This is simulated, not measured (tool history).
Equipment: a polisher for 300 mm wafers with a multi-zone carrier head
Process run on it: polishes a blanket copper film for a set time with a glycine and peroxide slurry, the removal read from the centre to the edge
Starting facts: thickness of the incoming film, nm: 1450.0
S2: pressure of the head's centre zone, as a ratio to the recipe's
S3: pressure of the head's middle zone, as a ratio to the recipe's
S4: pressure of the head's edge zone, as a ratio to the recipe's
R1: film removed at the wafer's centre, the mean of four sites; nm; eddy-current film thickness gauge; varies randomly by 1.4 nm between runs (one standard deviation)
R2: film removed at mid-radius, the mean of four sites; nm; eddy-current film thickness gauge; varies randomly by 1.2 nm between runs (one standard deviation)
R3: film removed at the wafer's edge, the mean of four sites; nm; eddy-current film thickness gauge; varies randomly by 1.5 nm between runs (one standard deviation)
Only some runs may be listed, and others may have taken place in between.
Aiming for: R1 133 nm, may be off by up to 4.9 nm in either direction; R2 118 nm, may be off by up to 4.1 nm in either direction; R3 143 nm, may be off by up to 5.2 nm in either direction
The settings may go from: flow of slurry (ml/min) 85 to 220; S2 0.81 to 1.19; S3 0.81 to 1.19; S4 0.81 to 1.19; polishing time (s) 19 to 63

Run 1, hour 0: flow of slurry (ml/min) 140, S2 1, S3 1, S4 1, polishing time (s) 41. Result: R1 200.02 nm, R2 191.35 nm, R3 206.49 nm.
Run 2, hour 2.3: flow of slurry (ml/min) 140, S2 1, S3 1, S4 1, polishing time (s) 31. Result: R1 149.91 nm, R2 148.06 nm, R3 155.55 nm.
Run 3, hour 7.4: flow of slurry (ml/min) 140, S2 1, S3 1, S4 1, polishing time (s) 36. Result: R1 176.05 nm, R2 168.16 nm, R3 176.83 nm.
Run 4, hour 15.5: flow of slurry (ml/min) 135, S2 0.99, S3 0.98, S4 0.99, polishing time (s) 35. Result: R1 167.77 nm, R2 160.72 nm, R3 171.75 nm.
Run 5, hour 17.6: flow of slurry (ml/min) 130, S2 0.98, S3 0.96, S4 0.99, polishing time (s) 34. Result: R1 160.42 nm, R2 156.37 nm, R3 168.87 nm.
Run 6, hour 22.3: flow of slurry (ml/min) 130, S2 0.98, S3 0.96, S4 0.99, polishing time (s) 38. Result: R1 177.63 nm, R2 171.79 nm, R3 185.47 nm.
Run 7, hour 24.3: flow of slurry (ml/min) 125, S2 0.98, S3 0.94, S4 1, polishing time (s) 37. Result: R1 171.59 nm, R2 161.65 nm, R3 186.9 nm.
Run 8, hour 27: flow of slurry (ml/min) 120, S2 0.98, S3 0.93, S4 0.99, polishing time (s) 36. Result: R1 163.8 nm, R2 152.19 nm, R3 179.02 nm.
Run 9, hour 30.5: flow of slurry (ml/min) 120, S2 0.98, S3 0.92, S4 0.97, polishing time (s) 35. Result: R1 157.47 nm, R2 147.59 nm, R3 170.93 nm.
Run 10, hour 38.5: flow of slurry (ml/min) 120, S2 0.98, S3 0.91, S4 0.95, polishing time (s) 35. Result: R1 162.16 nm, R2 148.65 nm, R3 169.98 nm.
At hour 44.2: edge zone pressure recalibrated.
Run 11, hour 44.2: flow of slurry (ml/min) 115, S2 0.98, S3 0.9, S4 0.94, polishing time (s) 34. Result: R1 154.32 nm, R2 140.92 nm, R3 155.29 nm.
Run 12, hour 49: flow of slurry (ml/min) 110, S2 0.98, S3 0.89, S4 0.94, polishing time (s) 34. Result: R1 149.69 nm, R2 136.84 nm, R3 151.93 nm.
Run 13, hour 49.9: flow of slurry (ml/min) 105, S2 0.98, S3 0.88, S4 0.94, polishing time (s) 34. Result: R1 150.25 nm, R2 136.21 nm, R3 153 nm.
Run 14, hour 53.3: flow of slurry (ml/min) 105, S2 0.98, S3 0.87, S4 0.94, polishing time (s) 34. Result: R1 149.39 nm, R2 134.11 nm, R3 150.21 nm.
Run 15, hour 58.5: flow of slurry (ml/min) 105, S2 0.98, S3 0.86, S4 0.94, polishing time (s) 34. Result: R1 151.18 nm, R2 133.65 nm, R3 149.06 nm.
Run 16, hour 60.4: flow of slurry (ml/min) 105, S2 0.98, S3 0.86, S4 0.94, polishing time (s) 34. Result: R1 151.29 nm, R2 131.05 nm, R3 152.06 nm.
Run 17, hour 63.9: flow of slurry (ml/min) 105, S2 0.98, S3 0.86, S4 0.94, polishing time (s) 34. Result: R1 150.16 nm, R2 131.78 nm, R3 152.18 nm.
Run 18, hour 67.4: flow of slurry (ml/min) 105, S2 0.97, S3 0.85, S4 0.94, polishing time (s) 34. Result: R1 149.35 nm, R2 132.6 nm, R3 150.71 nm.
Run 19, hour 68.5: flow of slurry (ml/min) 100, S2 0.97, S3 0.85, S4 0.95, polishing time (s) 34. Result: R1 146.13 nm, R2 129.42 nm, R3 152.9 nm.

Of the 5 settings listed for the next run, only one would bring every result within its allowed miss of target. Which one?
Run A, hour 69.6: flow of slurry (ml/min) 110, S2 0.97, S3 0.81, S4 1.02, polishing time (s) 34. Result: R1 ?, R2 ?, R3 ?.
Run B, hour 69.6: flow of slurry (ml/min) 90, S2 1.04, S3 0.98, S4 0.99, polishing time (s) 32. Result: R1 ?, R2 ?, R3 ?.
Run C, hour 69.6: flow of slurry (ml/min) 105, S2 1, S3 0.86, S4 0.91, polishing time (s) 36. Result: R1 ?, R2 ?, R3 ?.
Run D, hour 69.6: flow of slurry (ml/min) 90, S2 0.84, S3 0.81, S4 1.01, polishing time (s) 36. Result: R1 ?, R2 ?, R3 ?.
Run E, hour 69.6: flow of slurry (ml/min) 85, S2 0.97, S3 0.84, S4 0.96, polishing time (s) 33. Result: R1 ?, R2 ?, R3 ?.

move      R1      R2      R3
   A   148.5  127.95  161.16
   B  140.51  133.09  143.56
   C  159.92  140.54  160.43
   D   127.3     128   163.4
   E  132.08  118.59  144.45
A: its largest miss is bigger than the last run's
B: its largest miss is bigger than the last run's
C: its largest miss is bigger than the last run's
D: its largest miss is bigger than the last run's
E: each result inside its tolerance
The right move is E.

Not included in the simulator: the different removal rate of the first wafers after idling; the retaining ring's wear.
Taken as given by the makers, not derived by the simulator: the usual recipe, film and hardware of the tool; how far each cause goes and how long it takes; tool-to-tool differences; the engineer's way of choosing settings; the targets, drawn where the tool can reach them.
